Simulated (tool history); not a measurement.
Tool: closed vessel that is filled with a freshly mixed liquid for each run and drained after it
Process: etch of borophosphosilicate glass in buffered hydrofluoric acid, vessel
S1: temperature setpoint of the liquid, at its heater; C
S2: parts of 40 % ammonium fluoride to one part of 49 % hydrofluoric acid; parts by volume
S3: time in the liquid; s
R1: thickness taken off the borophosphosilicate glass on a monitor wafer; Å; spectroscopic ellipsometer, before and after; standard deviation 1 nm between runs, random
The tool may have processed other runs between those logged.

Run 1, hour 0.0: S1 21.0 C, S2 17.5 parts by volume, S3 105 s. Result: R1 663.85 Å.
Run 2, hour 8.9: S1 21.0 C, S2 17.5 parts by volume, S3 110 s. Result: R1 695.10 Å.
Run 3, hour 13.2: S1 21.0 C, S2 17.5 parts by volume, S3 105 s. Result: R1 656.72 Å.
Run 4, hour 21.9: S1 23.5 C, S2 16.0 parts by volume, S3 105 s. Result: R1 835.00 Å.
Run 5, hour 29.0: S1 23.5 C, S2 18.0 parts by volume, S3 105 s. Result: R1 748.47 Å.
Run 6, hour 35.6: S1 25.0 C, S2 16.5 parts by volume, S3 105 s. Result: R1 882.90 Å.
Run 7, hour 41.0: S1 26.0 C, S2 15.5 parts by volume, S3 105 s. Result: R1 995.15 Å.

The next listed run, before its measurement:
Run 8, hour 47.3: S1 27.0 C, S2 15.0 parts by volume, S3 105 s. Result: R1 ?.

{"run 8": {"R1": 1072.4}}
